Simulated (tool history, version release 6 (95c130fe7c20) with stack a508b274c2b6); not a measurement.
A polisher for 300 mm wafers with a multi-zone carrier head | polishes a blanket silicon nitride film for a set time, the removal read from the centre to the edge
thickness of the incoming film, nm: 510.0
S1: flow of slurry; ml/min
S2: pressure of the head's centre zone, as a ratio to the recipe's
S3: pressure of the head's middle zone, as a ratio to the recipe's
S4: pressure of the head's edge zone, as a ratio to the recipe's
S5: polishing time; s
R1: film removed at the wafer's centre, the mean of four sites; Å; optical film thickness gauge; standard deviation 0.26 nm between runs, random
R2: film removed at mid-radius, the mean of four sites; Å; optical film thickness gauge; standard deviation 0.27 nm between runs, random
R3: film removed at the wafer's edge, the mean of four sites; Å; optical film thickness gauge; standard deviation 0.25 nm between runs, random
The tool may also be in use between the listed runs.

run  hour   S1    S2    S3    S4  S5      R1      R2      R3
  1   0.0  140  1.00  1.00  1.00  33  461.31  454.40  452.30
  2   4.0  110  1.00  1.00  1.00  33  431.15  425.53  436.43
  3   7.7  105  1.00  0.98  0.99  32  416.57  410.66  424.71
  4  13.6  105  0.96  0.98  0.99  32  393.74  397.37  421.66
  5  18.9  105  0.97  0.96  0.99  31  389.91  387.68  403.45
  6  20.1  105  0.97  0.96  0.95  31  384.39  389.95  397.42
  7  24.6  105  0.98  0.94  0.96  30  379.33  368.07  390.67
  8  25.4  105  0.98  0.92  0.96  29  363.58  354.69  374.07
  9  25.9  100  0.99  0.90  0.97  28  353.88  325.25  363.87
 10  34.0  100  0.99  0.89  0.97  27  341.90  309.83  348.56

What will run 11 give?
 11  41.8  100  0.99  0.88  0.97  27   ?   ?   ?

{"run 11": {"R1": 340.75, "R2": 308.05, "R3": 348.2}}
